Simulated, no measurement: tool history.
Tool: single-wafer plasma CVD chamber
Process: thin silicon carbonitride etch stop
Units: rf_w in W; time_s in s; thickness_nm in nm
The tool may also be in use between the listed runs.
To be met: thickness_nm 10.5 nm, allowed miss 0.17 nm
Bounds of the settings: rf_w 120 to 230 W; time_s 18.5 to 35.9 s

run	hour	rf_w	time_s	thickness_nm
1	0	175	27.2	13.966
2	1.5	195	27.2	14.342
3	10.4	190	26.3	13.824
4	12.9	180	26.3	13.63
5	19.6	175	25.5	13.204
6	25.7	175	28.5	14.558
7	30	170	27.5	13.958
8	37.5	140	23.1	11.244
9	38.5	140	23	11.312
10	43.1	140	22.8	11.036
11	47.2	140	22.7	11.009

5 next moves are on the table. One of them brings every result within its allowed miss. Which?
A	51.3	140	22.6	?
B	51.3	125	21.5	?
C	51.3	120	21.6	?
D	51.3	140	22.5	?
E	51.3	140	21.5	?

move	thickness_nm
A	11.096
B	10.287
C	10.242
D	11.047
E	10.556
A: further off than the last run
B: takes the result that was furthest off past its target
C: takes the result that was furthest off past its target
D: further off than the last run
E: meets every target
Answer: E

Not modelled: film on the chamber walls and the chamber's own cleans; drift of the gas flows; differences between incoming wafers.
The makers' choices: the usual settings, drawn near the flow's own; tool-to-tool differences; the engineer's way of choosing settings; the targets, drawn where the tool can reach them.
